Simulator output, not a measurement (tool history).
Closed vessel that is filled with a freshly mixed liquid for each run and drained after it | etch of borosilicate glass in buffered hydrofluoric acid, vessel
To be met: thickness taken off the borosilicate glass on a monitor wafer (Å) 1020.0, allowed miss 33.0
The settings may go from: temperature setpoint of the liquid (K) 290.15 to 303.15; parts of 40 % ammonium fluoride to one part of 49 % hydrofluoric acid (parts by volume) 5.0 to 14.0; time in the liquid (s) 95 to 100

| run | day | temperature setpoint of the liquid (K) | parts of 40 % ammonium fluoride to one part of 49 % hydrofluoric acid (parts by volume) | time in the liquid (s) | thickness taken off the borosilicate glass on a monitor wafer (Å) |
|---|---|---|---|---|---|
| 1 | 0.000 | 295.15 | 8.5 | 95 | 1237.2 |
| 2 | 0.296 | 294.65 | 8.5 | 95 | 1205.9 |
| 3 | 0.375 | 294.15 | 8.5 | 95 | 1174.6 |
| 4 | 0.608 | 294.15 | 8.5 | 95 | 1164.9 |
| 5 | 0.638 | 294.15 | 8.5 | 95 | 1160.4 |
| 6 | 0.950 | 293.65 | 8.5 | 95 | 1137.3 |
| 7 | 1.275 | 293.65 | 8.5 | 95 | 1120.8 |
| 8 | 1.617 | 293.15 | 8.5 | 95 | 1092.5 |

4 next moves are on the table. One of them brings every result within its allowed miss. Which?
| A | 1.958 | 294.15 | 9.0 | 100 | ? |
| B | 1.958 | 294.65 | 8.0 | 95 | ? |
| C | 1.958 | 293.15 | 10.0 | 100 | ? |
| D | 1.958 | 294.65 | 8.5 | 100 | ? |

| move | thickness taken off the borosilicate glass on a monitor wafer (Å) |
|---|---|
| A | 1129.1 |
| B | 1255.3 |
| C | 998.8 |
| D | 1235.8 |
A: further off than the last run
B: further off than the last run
C: meets every target
D: further off than the last run
Move C is the one to make.

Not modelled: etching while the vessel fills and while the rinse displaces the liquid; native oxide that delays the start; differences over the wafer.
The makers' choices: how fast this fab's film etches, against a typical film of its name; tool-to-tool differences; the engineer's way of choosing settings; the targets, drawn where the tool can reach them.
